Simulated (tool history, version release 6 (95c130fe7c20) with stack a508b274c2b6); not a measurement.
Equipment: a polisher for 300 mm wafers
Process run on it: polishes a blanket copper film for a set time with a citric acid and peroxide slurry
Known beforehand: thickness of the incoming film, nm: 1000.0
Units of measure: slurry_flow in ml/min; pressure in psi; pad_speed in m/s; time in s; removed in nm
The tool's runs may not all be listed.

Run 1, hour 0: slurry_flow 140 ml/min, pressure 4 psi, pad_speed 0.76 m/s, slurry_solids 1, time 81 s. Result: removed 207.42 nm.
Run 2, hour 5.8: slurry_flow 155 ml/min, pressure 4.5 psi, pad_speed 0.76 m/s, slurry_solids 1, time 81 s. Result: removed 229.58 nm.
Run 3, hour 9.1: slurry_flow 155 ml/min, pressure 4.5 psi, pad_speed 0.76 m/s, slurry_solids 0.85, time 81 s. Result: removed 217.74 nm.
Run 4, hour 13.3: slurry_flow 155 ml/min, pressure 4.5 psi, pad_speed 0.76 m/s, slurry_solids 1.05, time 81 s. Result: removed 234.31 nm.
Run 5, hour 19: slurry_flow 155 ml/min, pressure 4.5 psi, pad_speed 0.76 m/s, slurry_solids 1.15, time 81 s. Result: removed 240.34 nm.
Run 6, hour 20.8: slurry_flow 155 ml/min, pressure 4.5 psi, pad_speed 0.76 m/s, slurry_solids 1.15, time 85 s. Result: removed 250.53 nm.
Run 7, hour 29.2: slurry_flow 155 ml/min, pressure 4.9 psi, pad_speed 0.76 m/s, slurry_solids 1.15, time 85 s. Result: removed 266.72 nm.
Run 8, hour 31.4: slurry_flow 165 ml/min, pressure 5.2 psi, pad_speed 0.76 m/s, slurry_solids 1.15, time 85 s. Result: removed 287.7 nm.
Run 9, hour 34.6: slurry_flow 170 ml/min, pressure 5.4 psi, pad_speed 0.76 m/s, slurry_solids 1.15, time 85 s. Result: removed 292.38 nm.
Run 10, hour 36.2: slurry_flow 170 ml/min, pressure 5.6 psi, pad_speed 0.76 m/s, slurry_solids 1.15, time 85 s. Result: removed 299.19 nm.
Run 11, hour 39.4: slurry_flow 170 ml/min, pressure 5.8 psi, pad_speed 0.76 m/s, slurry_solids 1.15, time 85 s. Result: removed 312.09 nm.

Forecast run 12:
Run 12, hour 46.4: slurry_flow 170 ml/min, pressure 5.9 psi, pad_speed 0.76 m/s, slurry_solids 1.15, time 85 s. Result: removed ?.

Run 12 produced removed 312.62 nm.
